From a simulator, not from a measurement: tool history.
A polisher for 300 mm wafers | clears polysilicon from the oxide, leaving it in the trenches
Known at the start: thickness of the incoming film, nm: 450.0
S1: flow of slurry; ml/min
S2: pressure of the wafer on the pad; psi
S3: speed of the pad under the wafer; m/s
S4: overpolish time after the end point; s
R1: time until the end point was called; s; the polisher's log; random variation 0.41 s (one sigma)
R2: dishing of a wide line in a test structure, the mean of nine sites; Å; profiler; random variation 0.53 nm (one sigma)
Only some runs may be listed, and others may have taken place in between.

{"run": 1, "hour": 0.0, "S1": 185, "S2": 2.3, "S3": 1.02, "S4": 13, "R1": 33.995, "R2": 497.27}
{"run": 2, "hour": 8.5, "S1": 185, "S2": 2.3, "S3": 1.02, "S4": 8, "R1": 32.853, "R2": 434.73}
{"run": 3, "hour": 10.7, "S1": 145, "S2": 2.3, "S3": 1.02, "S4": 8, "R1": 36.27, "R2": 419.47}
{"run": 4, "hour": 18.0, "S1": 160, "S2": 2.4, "S3": 1.02, "S4": 8, "R1": 31.908, "R2": 433.56}
{"run": 5, "hour": 22.9, "S1": 160, "S2": 2.4, "S3": 1.02, "S4": 4, "R1": 32.88, "R2": 312.8}
{"run": 6, "hour": 29.1, "S1": 160, "S2": 2.9, "S3": 1.02, "S4": 4, "R1": 26.85, "R2": 348.79}
{"run": 7, "hour": 31.9, "S1": 160, "S2": 2.9, "S3": 1.02, "S4": 4, "R1": 27.856, "R2": 354.07}

Predict the results of run 8:
{"run": 8, "hour": 37.0, "S1": 160, "S2": 3, "S3": 1.02, "S4": 5, "R1": "?", "R2": "?"}

{"run 8": {"R1": 26.779, "R2": 392.41}}
